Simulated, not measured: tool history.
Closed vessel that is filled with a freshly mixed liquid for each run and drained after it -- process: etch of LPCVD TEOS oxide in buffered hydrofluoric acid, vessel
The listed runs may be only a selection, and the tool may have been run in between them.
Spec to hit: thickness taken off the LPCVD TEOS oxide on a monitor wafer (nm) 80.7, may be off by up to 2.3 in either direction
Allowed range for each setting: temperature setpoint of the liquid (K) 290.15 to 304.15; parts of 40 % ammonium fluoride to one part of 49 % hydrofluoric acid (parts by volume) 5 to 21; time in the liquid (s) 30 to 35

run	day	temperature setpoint of the liquid (K)	parts of 40 % ammonium fluoride to one part of 49 % hydrofluoric acid (parts by volume)	time in the liquid (s)	thickness taken off the LPCVD TEOS oxide on a monitor wafer (nm)
1	0	296.15	13	35	60.377
2	0.25	297.15	13	35	64.655
3	0.354	298.15	13	35	68.13
4	0.542	299.65	13	35	73.918
5	0.75	299.65	14.5	35	65.934
6	0.854	300.65	14.5	35	71.243
7	1.067	301.15	14.5	35	72.488
8	1.292	301.65	14.5	35	74.665

5 candidate next runs follow, results not yet known. Just one meets every target within its allowed miss. Identify it.
A	1.517	302.15	13.5	35	?
B	1.517	299.65	13	35	?
C	1.517	303.65	16	35	?
D	1.517	304.15	16.5	35	?
E	1.517	300.65	13	30	?

move	thickness taken off the LPCVD TEOS oxide on a monitor wafer (nm)
A	80.582
B	73.067
C	73.892
D	73.618
E	66.117
A: hits every target within its allowed miss
B: further off than the last run
C: further off than the last run
D: further off than the last run
E: further off than the last run
Move A is the one to make.
